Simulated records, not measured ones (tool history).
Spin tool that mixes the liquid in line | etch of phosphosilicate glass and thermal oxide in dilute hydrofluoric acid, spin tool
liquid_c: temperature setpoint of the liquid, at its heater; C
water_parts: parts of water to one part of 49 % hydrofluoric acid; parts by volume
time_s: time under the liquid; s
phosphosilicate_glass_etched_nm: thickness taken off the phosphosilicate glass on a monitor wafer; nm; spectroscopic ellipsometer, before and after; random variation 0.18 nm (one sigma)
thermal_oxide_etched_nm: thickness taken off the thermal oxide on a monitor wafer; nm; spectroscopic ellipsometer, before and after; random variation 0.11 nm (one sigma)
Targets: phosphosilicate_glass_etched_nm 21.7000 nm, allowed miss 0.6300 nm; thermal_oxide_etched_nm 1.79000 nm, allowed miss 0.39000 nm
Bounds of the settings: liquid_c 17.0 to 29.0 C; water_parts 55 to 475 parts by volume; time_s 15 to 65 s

run	day	liquid_c	water_parts	time_s	phosphosilicate_glass_etched_nm	thermal_oxide_etched_nm
1	0.000	21.0	265	35	5.6425	0.47423
2	0.029	23.0	205	35	8.4088	0.66115
3	0.092	23.0	265	35	6.2518	0.50501
4	0.167	24.5	205	35	8.8963	0.71689
5	0.267	24.5	205	30	7.6462	0.65170
6	0.642	25.5	160	30	10.5640	0.80156
7	0.683	26.5	130	30	14.0200	1.18000
8	0.933	27.0	115	30	16.5620	1.44420
9	1.062	27.5	110	30	17.7020	1.37920
10	1.188	28.0	105	30	19.3130	1.63440
11	1.446	28.5	105	30	19.6130	1.65360
12	1.604	28.5	100	30	20.6090	1.49160

4 next moves are on the table. One of them brings every result within its allowed miss. Which?
A	1.762	24.5	90	30	?	?
B	1.762	27.5	100	30	?	?
C	1.762	21.5	55	20	?	?
D	1.762	27.5	105	35	?	?

move	phosphosilicate_glass_etched_nm	thermal_oxide_etched_nm
A	19.6930	1.62310
B	19.6700	1.62120
C	19.8610	1.63690
D	21.7110	1.78940
A: further off than the last run
B: further off than the last run
C: further off than the last run
D: meets every target
Answer: D
